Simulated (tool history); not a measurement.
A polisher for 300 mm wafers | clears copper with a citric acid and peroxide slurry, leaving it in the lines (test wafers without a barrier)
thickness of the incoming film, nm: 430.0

| run | hour | flow of slurry (ml/min) | pressure of the wafer on the pad (psi) | speed of the pad under the wafer (m/s) | abrasive content of the slurry | overpolish time after the end point (s) | time until the end point was called (s) | dishing of a wide line in a test structure (angstrom) |
|---|---|---|---|---|---|---|---|---|
| 1 | 0 | 235 | 4.2 | 1.28 | 1 | 11 | 122.1 | 240.4 |
| 2 | 1 | 225 | 3.9 | 1.18 | 0.95 | 10 | 144.43 | 184.17 |
| 3 | 1.7 | 225 | 4.9 | 1.18 | 0.95 | 10 | 117.58 | 226.64 |
| 4 | 9.4 | 225 | 4.9 | 1.18 | 0.85 | 10 | 118.5 | 222.67 |
| 5 | 10.2 | 215 | 4.5 | 1.1 | 0.8 | 9 | 141.17 | 170.98 |
| 6 | 14.9 | 215 | 4.5 | 1.1 | 1 | 9 | 130.65 | 182.03 |
| 7 | 22.1 | 205 | 4.1 | 1.02 | 0.95 | 8 | 160.05 | 138.18 |
| 8 | 26.5 | 195 | 3.8 | 0.96 | 0.95 | 7 | 186.38 | 107.58 |
| 9 | 35 | 185 | 3.5 | 0.9 | 1.05 | 6 | 209.17 | 84.19 |
| 10 | 41.1 | 180 | 3.3 | 0.86 | 1.1 | 6 | 228.56 | 75.338 |

Run 11 comes next. What will it give?
| 11 | 46.4 | 175 | 3.2 | 0.82 | 1.15 | 6 | ? | ? |

time until the end point was called (s): 235.52
dishing of a wide line in a test structure (angstrom): 70.033
